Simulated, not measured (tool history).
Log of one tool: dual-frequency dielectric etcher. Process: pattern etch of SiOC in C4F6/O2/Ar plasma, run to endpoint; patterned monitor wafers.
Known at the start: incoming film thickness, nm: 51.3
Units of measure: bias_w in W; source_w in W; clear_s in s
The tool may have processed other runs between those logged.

run 1 hour=0 | bias_w=409 source_w=450 | clear_s=17.88
run 2 hour=3.9 | bias_w=409 source_w=410 | clear_s=18.782
run 3 hour=8.5 | bias_w=477 source_w=410 | clear_s=17.421
run 4 hour=13.5 | bias_w=444 source_w=410 | clear_s=17.97
run 5 hour=14.7 | bias_w=444 source_w=450 | clear_s=17.285
run 6 hour=23.1 | bias_w=458 source_w=450 | clear_s=17.008
run 7 hour=28.5 | bias_w=471 source_w=450 | clear_s=16.713
-- hour=32.3 wet clean of the chamber
run 8 hour=32.3 | bias_w=482 source_w=450 | clear_s=17.334
run 9 hour=38.7 | bias_w=492 source_w=470 | clear_s=16.814
run 10 hour=46.7 | bias_w=501 source_w=490 | clear_s=16.362
run 11 hour=50.8 | bias_w=509 source_w=500 | clear_s=16.118
run 12 hour=59.3 | bias_w=516 source_w=510 | clear_s=15.854
run 13 hour=62 | bias_w=522 source_w=510 | clear_s=15.779
run 14 hour=65.3 | bias_w=522 source_w=510 | clear_s=15.897
run 15 hour=67.2 | bias_w=528 source_w=520 | clear_s=15.576
run 16 hour=69.8 | bias_w=533 source_w=520 | clear_s=15.454
run 17 hour=73.3 | bias_w=537 source_w=520 | clear_s=15.393
run 18 hour=76 | bias_w=541 source_w=520 | clear_s=15.388
run 19 hour=84.9 | bias_w=544 source_w=520 | clear_s=15.386
run 20 hour=91.1 | bias_w=547 source_w=520 | clear_s=15.288

Expected results for the next run?
run 21 hour=94.6 | bias_w=550 source_w=520 | clear_s=?

Run 21 came out at clear_s 15.338 s.
